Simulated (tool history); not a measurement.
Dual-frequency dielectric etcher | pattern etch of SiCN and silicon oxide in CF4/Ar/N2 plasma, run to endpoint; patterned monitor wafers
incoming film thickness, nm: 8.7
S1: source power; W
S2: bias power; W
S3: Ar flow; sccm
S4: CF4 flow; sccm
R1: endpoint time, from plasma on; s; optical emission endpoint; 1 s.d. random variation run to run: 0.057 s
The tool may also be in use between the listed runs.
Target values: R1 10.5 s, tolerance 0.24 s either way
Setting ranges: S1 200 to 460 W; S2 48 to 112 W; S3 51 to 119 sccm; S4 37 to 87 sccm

| run | day | S1 | S2 | S3 | S4 | R1 |
|---|---|---|---|---|---|---|
| 1 | 0 | 330 | 80 | 85 | 62 | 12.774 |
| 2 | 0.083 | 350 | 81 | 85 | 62 | 12.081 |
| 3 | 0.283 | 350 | 86 | 85 | 62 | 11.921 |
| 4 | 0.529 | 370 | 87 | 85 | 62 | 11.355 |
| 5 | 0.688 | 370 | 80 | 85 | 62 | 11.657 |
| 6 | 1.017 | 380 | 81 | 85 | 62 | 11.324 |
| 7 | 1.067 | 390 | 81 | 85 | 62 | 11.164 |
| 8 | 1.292 | 400 | 81 | 85 | 62 | 11.04 |

Below are 4 possible settings for the next run. Only one of them brings all results inside the allowed miss of their targets. Which is it?
| A | 1.517 | 410 | 93 | 91 | 54 | ? |
| B | 1.517 | 380 | 80 | 84 | 59 | ? |
| C | 1.517 | 370 | 74 | 90 | 60 | ? |
| D | 1.517 | 440 | 81 | 80 | 64 | ? |

| move | R1 |
|---|---|
| A | 10.377 |
| B | 11.365 |
| C | 12.107 |
| D | 9.8664 |
A: every result lands within tolerance
B: lands further from the targets than the last run did
C: lands further from the targets than the last run did
D: carries the result that was furthest off beyond its target, to the other side
Move A is the one to make.

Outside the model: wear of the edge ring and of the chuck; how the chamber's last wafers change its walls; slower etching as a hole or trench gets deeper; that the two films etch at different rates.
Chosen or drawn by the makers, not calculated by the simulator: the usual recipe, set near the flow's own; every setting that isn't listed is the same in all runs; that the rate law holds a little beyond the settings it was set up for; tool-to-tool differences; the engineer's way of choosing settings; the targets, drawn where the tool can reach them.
